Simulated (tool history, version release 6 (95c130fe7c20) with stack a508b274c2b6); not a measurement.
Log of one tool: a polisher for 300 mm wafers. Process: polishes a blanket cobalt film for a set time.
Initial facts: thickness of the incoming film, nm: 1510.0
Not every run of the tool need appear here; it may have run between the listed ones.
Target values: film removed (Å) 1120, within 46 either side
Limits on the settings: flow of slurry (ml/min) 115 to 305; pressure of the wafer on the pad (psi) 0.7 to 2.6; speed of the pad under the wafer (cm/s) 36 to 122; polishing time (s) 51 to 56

run  hour  flow of slurry (ml/min)  pressure of the wafer on the pad (psi)  speed of the pad under the wafer (cm/s)  polishing time (s)  film removed (Å)
  1     0                      195                                     1.6                                       78                  56            1806.8
  2   1.9                      195                                     1.6                                       78                  56            1787.1
  3   5.4                      195                                     1.6                                       78                  56            1814.9
  4  13.5                      240                                     1.6                                       78                  56            1825.2
  5  22.5                      240                                     1.3                                       78                  56            1515.2
  6  31.2                      240                                     1.2                                       78                  56            1378.9
  7  32.6                      240                                       1                                       78                  56            1182.8
  8  34.8                      240                                       1                                       78                  56            1177.2
  9  42.4                      240                                     0.9                                       78                  56            1054.5
 10  51.3                      250                                     0.9                                       78                  56            1061.8
 11  54.2                      250                                       1                                       78                  56            1160.9

Exercise: of the 4 proposed moves below, exactly one satisfies all targets within the stated allowed misses. Which move is it?
  A  57.1                      210                                     0.9                                       96                  56                 ?
  B  57.1                      265                                       1                                       80                  56                 ?
  C  57.1                      230                                     1.1                                       68                  56                 ?
  D  57.1                      245                                     1.1                                       78                  52                 ?

move  film removed (Å)
   A            1283.5
   B            1216.3
   C            1122.6
   D              1198
A: moves away from the targets compared with the last run
B: moves away from the targets compared with the last run
C: meets every target
D: moves away from the targets compared with the last run
Answer: C
